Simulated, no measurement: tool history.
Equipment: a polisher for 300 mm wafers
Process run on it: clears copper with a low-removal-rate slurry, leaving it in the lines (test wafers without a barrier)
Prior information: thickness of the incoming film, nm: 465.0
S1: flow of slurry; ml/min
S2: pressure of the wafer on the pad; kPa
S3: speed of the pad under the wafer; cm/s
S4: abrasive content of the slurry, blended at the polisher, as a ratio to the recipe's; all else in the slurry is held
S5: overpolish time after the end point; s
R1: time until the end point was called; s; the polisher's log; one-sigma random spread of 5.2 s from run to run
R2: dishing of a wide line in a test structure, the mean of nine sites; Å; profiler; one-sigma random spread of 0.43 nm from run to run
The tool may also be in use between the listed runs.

run,hour,S1,S2,S3,S4,S5,R1,R2
1,0,230,29,134,1,15,112.72,434.09
2,5.2,230,24.1,120,1,16,145.53,368.64
3,12.5,230,20.7,110,1,17,183.58,317.42
4,20.4,230,20.7,94,1,17,213.84,282.88
5,21.3,230,18.6,94,1,18,233.69,274.78
# hour 29.3: worn pad replaced by a new one
6,29.3,230,18.6,94,1,14,216.76,231.7
7,31.1,230,17.9,94,1,16,232.32,248.16
8,37.8,230,17.9,94,1,16,231.9,254.04

What does the tool deliver on the next run?
9,39,230,13.8,92,1,19,?,?

R1: 301.34 s
R2: 239.02 Å

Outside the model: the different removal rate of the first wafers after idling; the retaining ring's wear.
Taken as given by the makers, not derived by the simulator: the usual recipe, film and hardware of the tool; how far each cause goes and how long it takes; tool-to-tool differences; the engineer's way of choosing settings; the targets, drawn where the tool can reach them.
